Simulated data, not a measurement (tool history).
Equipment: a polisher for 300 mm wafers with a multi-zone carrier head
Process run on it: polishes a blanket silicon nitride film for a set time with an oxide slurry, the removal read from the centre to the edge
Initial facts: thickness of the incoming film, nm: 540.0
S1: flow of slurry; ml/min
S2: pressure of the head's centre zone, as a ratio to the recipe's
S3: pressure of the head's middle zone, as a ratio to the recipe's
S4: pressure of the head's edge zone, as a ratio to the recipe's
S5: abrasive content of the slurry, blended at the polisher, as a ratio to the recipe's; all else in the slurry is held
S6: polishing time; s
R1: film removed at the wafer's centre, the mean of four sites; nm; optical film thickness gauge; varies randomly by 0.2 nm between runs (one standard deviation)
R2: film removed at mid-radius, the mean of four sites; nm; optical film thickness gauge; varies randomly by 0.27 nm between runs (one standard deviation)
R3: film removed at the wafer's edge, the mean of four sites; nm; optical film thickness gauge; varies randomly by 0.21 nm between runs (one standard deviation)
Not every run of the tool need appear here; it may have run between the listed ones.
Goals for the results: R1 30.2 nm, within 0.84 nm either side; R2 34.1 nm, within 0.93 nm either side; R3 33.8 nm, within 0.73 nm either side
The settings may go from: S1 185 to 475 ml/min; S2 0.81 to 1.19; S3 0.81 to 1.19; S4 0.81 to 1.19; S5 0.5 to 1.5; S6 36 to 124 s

{"run": 1, "day": 0.0, "S1": 305, "S2": 1, "S3": 1, "S4": 1, "S5": 1, "S6": 79, "R1": 68.107, "R2": 68.721, "R3": 68.474}
{"run": 2, "day": 0.267, "S1": 295, "S2": 0.96, "S3": 0.98, "S4": 0.96, "S5": 0.85, "S6": 71, "R1": 52.82, "R2": 53.747, "R3": 55.152}
{"run": 3, "day": 0.525, "S1": 290, "S2": 0.93, "S3": 0.99, "S4": 0.93, "S5": 0.75, "S6": 67, "R1": 44.108, "R2": 47.152, "R3": 46.28}
{"run": 4, "day": 0.721, "S1": 240, "S2": 0.93, "S3": 0.99, "S4": 0.93, "S5": 0.75, "S6": 67, "R1": 43.794, "R2": 46.902, "R3": 45.528}
{"run": 5, "day": 0.883, "S1": 240, "S2": 0.93, "S3": 1.07, "S4": 0.93, "S5": 0.75, "S6": 67, "R1": 42.97, "R2": 48.89, "R3": 45.55}
{"run": 6, "day": 1.229, "S1": 235, "S2": 0.9, "S3": 1.03, "S4": 0.91, "S5": 0.7, "S6": 66, "R1": 39.208, "R2": 44.117, "R3": 42.468}
{"run": 7, "day": 1.371, "S1": 225, "S2": 0.88, "S3": 1.01, "S4": 0.88, "S5": 0.65, "S6": 66, "R1": 35.68, "R2": 40.685, "R3": 39.1}
{"run": 8, "day": 1.438, "S1": 220, "S2": 0.87, "S3": 0.99, "S4": 0.86, "S5": 0.65, "S6": 66, "R1": 35.032, "R2": 40.15, "R3": 38.795}
{"run": 9, "day": 1.671, "S1": 225, "S2": 0.85, "S3": 0.93, "S4": 0.83, "S5": 0.5, "S6": 60, "R1": 23.437, "R2": 26.129, "R3": 25.898}
{"run": 10, "day": 1.846, "S1": 215, "S2": 0.93, "S3": 1.03, "S4": 0.93, "S5": 0.5, "S6": 52, "R1": 22.323, "R2": 24.415, "R3": 23.595}
{"run": 11, "day": 1.917, "S1": 265, "S2": 0.94, "S3": 1.06, "S4": 0.98, "S5": 0.55, "S6": 52, "R1": 25.496, "R2": 28.025, "R3": 27.395}
{"run": 12, "day": 2.208, "S1": 350, "S2": 0.91, "S3": 1.09, "S4": 1.02, "S5": 0.55, "S6": 52, "R1": 25.572, "R2": 29.514, "R3": 28.228}

Which one of the following 5 next-run settings gets every result inside its allowed miss? There is exactly one.
{"run": "A", "day": 2.5, "S1": 320, "S2": 0.94, "S3": 0.9, "S4": 1.07, "S5": 0.5, "S6": 52, "R1": "?", "R2": "?", "R3": "?"}
{"run": "B", "day": 2.5, "S1": 335, "S2": 0.89, "S3": 1.1, "S4": 1.03, "S5": 0.65, "S6": 55, "R1": "?", "R2": "?", "R3": "?"}
{"run": "C", "day": 2.5, "S1": 335, "S2": 0.91, "S3": 1.06, "S4": 1.03, "S5": 0.55, "S6": 62, "R1": "?", "R2": "?", "R3": "?"}
{"run": "D", "day": 2.5, "S1": 360, "S2": 0.86, "S3": 1, "S4": 1.17, "S5": 0.55, "S6": 63, "R1": "?", "R2": "?", "R3": "?"}
{"run": "E", "day": 2.5, "S1": 430, "S2": 0.85, "S3": 1.19, "S4": 0.88, "S5": 0.5, "S6": 48, "R1": "?", "R2": "?", "R3": "?"}

move=A R1=23.452 R2=23.105 R3=25.66
move=B R1=31.277 R2=36.768 R3=35.341
move=C R1=30.443 R2=34.19 R3=33.655
move=D R1=29.374 R2=33.681 R3=36.637
move=E R1=20.022 R2=25.89 R3=21.855
A: lands further from the targets than the last run did
B: pushes the last run's worst result past its target
C: hits every target within its allowed miss
D: pushes the last run's worst result past its target
E: lands further from the targets than the last run did
C is the move that brings every result within its allowed miss.

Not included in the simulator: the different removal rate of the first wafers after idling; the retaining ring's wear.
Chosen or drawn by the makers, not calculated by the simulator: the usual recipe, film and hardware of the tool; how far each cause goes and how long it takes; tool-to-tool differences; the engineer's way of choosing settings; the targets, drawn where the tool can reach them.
